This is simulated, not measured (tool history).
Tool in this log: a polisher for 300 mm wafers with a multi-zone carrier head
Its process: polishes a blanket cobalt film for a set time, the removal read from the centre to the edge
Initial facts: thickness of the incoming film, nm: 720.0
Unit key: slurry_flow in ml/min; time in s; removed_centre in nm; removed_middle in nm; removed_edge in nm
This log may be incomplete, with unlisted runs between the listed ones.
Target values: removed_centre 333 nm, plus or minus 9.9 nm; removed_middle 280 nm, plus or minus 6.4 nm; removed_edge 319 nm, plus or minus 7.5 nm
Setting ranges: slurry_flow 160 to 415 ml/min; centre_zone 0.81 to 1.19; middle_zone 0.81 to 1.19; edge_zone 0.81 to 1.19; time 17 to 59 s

Run 1, hour 0: slurry_flow 265 ml/min, centre_zone 1, middle_zone 1, edge_zone 1, time 38 s. Result: removed_centre 262.4 nm, removed_middle 262.08 nm, removed_edge 268.71 nm.
Run 2, hour 8.6: slurry_flow 280 ml/min, centre_zone 1.04, middle_zone 1, edge_zone 1.05, time 39 s. Result: removed_centre 279.61 nm, removed_middle 271.02 nm, removed_edge 283.37 nm.
Run 3, hour 11.2: slurry_flow 340 ml/min, centre_zone 1.04, middle_zone 1, edge_zone 1.05, time 39 s. Result: removed_centre 288.17 nm, removed_middle 274.16 nm, removed_edge 289.84 nm.
Run 4, hour 14.3: slurry_flow 350 ml/min, centre_zone 1.07, middle_zone 0.99, edge_zone 1.08, time 39 s. Result: removed_centre 291.59 nm, removed_middle 274.49 nm, removed_edge 293.1 nm.
Run 5, hour 16.9: slurry_flow 350 ml/min, centre_zone 1.07, middle_zone 0.99, edge_zone 1.08, time 32 s. Result: removed_centre 239.4 nm, removed_middle 223 nm, removed_edge 238.03 nm.
Run 6, hour 18: slurry_flow 360 ml/min, centre_zone 1.1, middle_zone 0.98, edge_zone 1.1, time 34 s. Result: removed_centre 262.6 nm, removed_middle 238.74 nm, removed_edge 258.44 nm.
Run 7, hour 23.9: slurry_flow 365 ml/min, centre_zone 1.12, middle_zone 0.97, edge_zone 1.12, time 35 s. Result: removed_centre 278.43 nm, removed_middle 244.26 nm, removed_edge 267.8 nm.
At hour 29.3: edge zone pressure recalibrated.
Run 8, hour 29.3: slurry_flow 370 ml/min, centre_zone 1.13, middle_zone 0.97, edge_zone 1.14, time 36 s. Result: removed_centre 287.06 nm, removed_middle 250.45 nm, removed_edge 272.08 nm.
Run 9, hour 35.7: slurry_flow 370 ml/min, centre_zone 1.13, middle_zone 0.97, edge_zone 1.14, time 36 s. Result: removed_centre 289.59 nm, removed_middle 249.89 nm, removed_edge 271.43 nm.
Run 10, hour 43.1: slurry_flow 375 ml/min, centre_zone 1.12, middle_zone 0.96, edge_zone 1.15, time 37 s. Result: removed_centre 299.01 nm, removed_middle 254.74 nm, removed_edge 280.76 nm.

Exactly one of the 5 candidate moves below puts every result within its allowed miss. Which one?
Run A, hour 50.5: slurry_flow 405 ml/min, centre_zone 0.86, middle_zone 0.87, edge_zone 1.16, time 45 s. Result: removed_centre ?, removed_middle ?, removed_edge ?.
Run B, hour 50.5: slurry_flow 350 ml/min, centre_zone 0.91, middle_zone 0.99, edge_zone 1.11, time 42 s. Result: removed_centre ?, removed_middle ?, removed_edge ?.
Run C, hour 50.5: slurry_flow 320 ml/min, centre_zone 1.19, middle_zone 0.91, edge_zone 1.16, time 42 s. Result: removed_centre ?, removed_middle ?, removed_edge ?.
Run D, hour 50.5: slurry_flow 375 ml/min, centre_zone 0.89, middle_zone 0.81, edge_zone 1.18, time 44 s. Result: removed_centre ?, removed_middle ?, removed_edge ?.
Run E, hour 50.5: slurry_flow 315 ml/min, centre_zone 1.08, middle_zone 0.9, edge_zone 1.1, time 44 s. Result: removed_centre ?, removed_middle ?, removed_edge ?.

move  removed_centre  removed_middle  removed_edge
   A          280.94          287.54        341.71
   B          274.25          295.38        309.01
   C           355.9          272.59        313.92
   D          282.39          263.54        335.62
   E          337.57          282.71        320.34
A: pushes the last run's worst result past its target
B: misses by more than the last run did
C: brings the last run's worst result on target, with another outside its allowed miss
D: pushes the last run's worst result past its target
E: meets every target
The move that meets every target is E.
